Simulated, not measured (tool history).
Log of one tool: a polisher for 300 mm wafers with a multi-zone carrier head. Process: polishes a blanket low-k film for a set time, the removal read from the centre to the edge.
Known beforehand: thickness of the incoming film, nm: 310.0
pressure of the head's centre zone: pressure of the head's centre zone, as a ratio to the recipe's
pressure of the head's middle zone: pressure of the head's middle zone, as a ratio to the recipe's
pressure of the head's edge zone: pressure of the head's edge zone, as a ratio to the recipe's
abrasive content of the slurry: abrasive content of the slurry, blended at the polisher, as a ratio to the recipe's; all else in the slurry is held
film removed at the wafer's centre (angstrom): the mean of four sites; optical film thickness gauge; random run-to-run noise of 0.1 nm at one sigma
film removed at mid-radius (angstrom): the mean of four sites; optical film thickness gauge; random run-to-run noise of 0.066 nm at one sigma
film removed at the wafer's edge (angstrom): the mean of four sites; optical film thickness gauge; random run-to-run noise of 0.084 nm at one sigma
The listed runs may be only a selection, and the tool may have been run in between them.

run,day,flow of slurry (ml/min),pressure of the head's centre zone,pressure of the head's middle zone,pressure of the head's edge zone,abrasive content of the slurry,polishing time (s),film removed at the wafer's centre (angstrom),film removed at mid-radius (angstrom),film removed at the wafer's edge (angstrom)
1,0.000,285,1.00,1.00,1.00,1.00,60,206.27,198.59,215.73
2,0.283,315,1.00,1.00,1.00,1.00,60,211.38,203.12,218.43
3,0.342,315,1.00,0.99,0.98,0.95,58,193.56,186.41,200.40
4,0.529,315,1.00,0.91,0.98,0.95,58,190.54,174.93,199.51
5,0.896,315,1.00,0.91,0.98,0.80,58,169.09,152.49,171.00
6,1.250,315,0.97,0.91,0.98,0.80,58,161.35,152.79,172.69
7,1.333,310,0.97,0.90,0.96,0.75,57,149.72,140.95,159.88
8,1.412,310,0.98,0.90,0.94,0.70,56,138.89,127.40,144.88
9,1.446,305,0.99,0.91,0.93,0.70,56,139.72,128.77,143.36
10,1.588,300,1.00,0.91,0.92,0.70,56,140.25,128.23,140.49
11,1.733,290,1.00,0.90,0.91,0.70,56,138.08,127.15,140.02
12,1.800,285,1.00,0.90,0.90,0.70,56,139.64,126.27,140.08
13,2.046,290,1.00,0.90,0.89,0.70,56,138.10,128.69,139.25
14,2.150,290,1.00,0.90,0.89,0.70,56,140.31,127.29,138.70
# day 2.175: edge zone pressure recalibrated
15,2.175,285,1.00,0.90,0.88,0.70,56,140.17,128.67,131.94
16,2.358,280,1.00,0.89,0.88,0.70,56,139.99,126.92,131.22

Run 17 comes next. What will it give?
17,2.604,280,1.00,0.88,0.88,0.70,56,?,?,?

Run 17 gave film removed at the wafer's centre (angstrom) 139.93, film removed at mid-radius (angstrom) 124.77, film removed at the wafer's edge (angstrom) 131.34.

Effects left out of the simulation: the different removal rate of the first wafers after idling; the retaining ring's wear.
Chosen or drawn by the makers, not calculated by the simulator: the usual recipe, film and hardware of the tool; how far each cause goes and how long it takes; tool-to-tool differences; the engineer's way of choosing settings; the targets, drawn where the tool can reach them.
